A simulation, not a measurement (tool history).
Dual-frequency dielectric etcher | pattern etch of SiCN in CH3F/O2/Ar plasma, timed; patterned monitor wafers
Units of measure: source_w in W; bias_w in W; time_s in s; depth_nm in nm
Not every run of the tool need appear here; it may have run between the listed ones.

run	hour	source_w	bias_w	time_s	depth_nm
1	0.0	430	103	72.5	33.939
2	4.3	430	116	72.5	35.566
3	10.6	390	108	72.5	33.149
4	14.1	360	103	72.5	32.009
5	17.6	330	103	72.5	30.937
6	20.1	330	103	75.5	32.117
7	22.0	320	98	75.0	31.351

Run 8 has not been measured yet. What should we expect?
8	29.5	260	77	72.5	?

depth_nm: 25.525 nm
